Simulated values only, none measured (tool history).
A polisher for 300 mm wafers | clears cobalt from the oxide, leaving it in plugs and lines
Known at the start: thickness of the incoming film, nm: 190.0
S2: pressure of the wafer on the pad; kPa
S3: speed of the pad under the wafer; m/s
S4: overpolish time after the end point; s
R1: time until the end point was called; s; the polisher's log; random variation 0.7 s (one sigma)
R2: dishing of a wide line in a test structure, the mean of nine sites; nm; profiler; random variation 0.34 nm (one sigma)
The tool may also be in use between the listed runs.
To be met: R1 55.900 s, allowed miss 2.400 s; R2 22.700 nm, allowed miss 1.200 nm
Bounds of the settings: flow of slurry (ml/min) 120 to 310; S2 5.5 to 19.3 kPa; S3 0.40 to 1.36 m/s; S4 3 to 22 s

run 1 day=0.000 | flow_of_slurry_(ml/min)=200 S2=12.4 S3=0.88 S4=11 | R1=40.550 R2=24.816
run 2 day=0.096 | flow_of_slurry_(ml/min)=200 S2=10.3 S3=0.88 S4=11 | R1=47.484 R2=23.723
run 3 day=0.162 | flow_of_slurry_(ml/min)=200 S2=10.3 S3=1.04 S4=11 | R1=40.576 R2=25.576
run 4 day=0.254 | flow_of_slurry_(ml/min)=200 S2=9.7 S3=1.04 S4=11 | R1=43.340 R2=24.920
run 5 day=0.500 | flow_of_slurry_(ml/min)=200 S2=9.7 S3=1.04 S4=9 | R1=43.159 R2=21.935
run 6 day=0.621 | flow_of_slurry_(ml/min)=200 S2=9.0 S3=1.04 S4=9 | R1=44.774 R2=22.069
run 7 day=0.892 | flow_of_slurry_(ml/min)=200 S2=7.6 S3=1.04 S4=10 | R1=51.317 R2=20.720
run 8 day=1.050 | flow_of_slurry_(ml/min)=200 S2=7.6 S3=1.04 S4=10 | R1=52.537 R2=21.466
run 9 day=1.208 | flow_of_slurry_(ml/min)=200 S2=7.6 S3=1.04 S4=11 | R1=52.859 R2=22.027

5 next moves are on the table. One of them brings every result within its allowed miss. Which?
run A day=1.367 | flow_of_slurry_(ml/min)=225 S2=6.9 S3=1.22 S4=10 | R1=? R2=?
run B day=1.367 | flow_of_slurry_(ml/min)=210 S2=6.2 S3=1.06 S4=10 | R1=? R2=?
run C day=1.367 | flow_of_slurry_(ml/min)=205 S2=6.2 S3=1.12 S4=10 | R1=? R2=?
run D day=1.367 | flow_of_slurry_(ml/min)=215 S2=8.3 S3=0.90 S4=12 | R1=? R2=?
run E day=1.367 | flow_of_slurry_(ml/min)=195 S2=9.7 S3=0.92 S4=12 | R1=? R2=?

move=A R1=47.874 R2=22.203
move=B R1=59.803 R2=19.756
move=C R1=56.846 R2=20.320
move=D R1=55.941 R2=22.538
move=E R1=48.855 R2=23.934
A: further off than the last run
B: takes the result that was furthest off past its target
C: brings the result that was furthest off to its target, and leaves another outside
D: meets every target
E: further off than the last run
The right move is D.

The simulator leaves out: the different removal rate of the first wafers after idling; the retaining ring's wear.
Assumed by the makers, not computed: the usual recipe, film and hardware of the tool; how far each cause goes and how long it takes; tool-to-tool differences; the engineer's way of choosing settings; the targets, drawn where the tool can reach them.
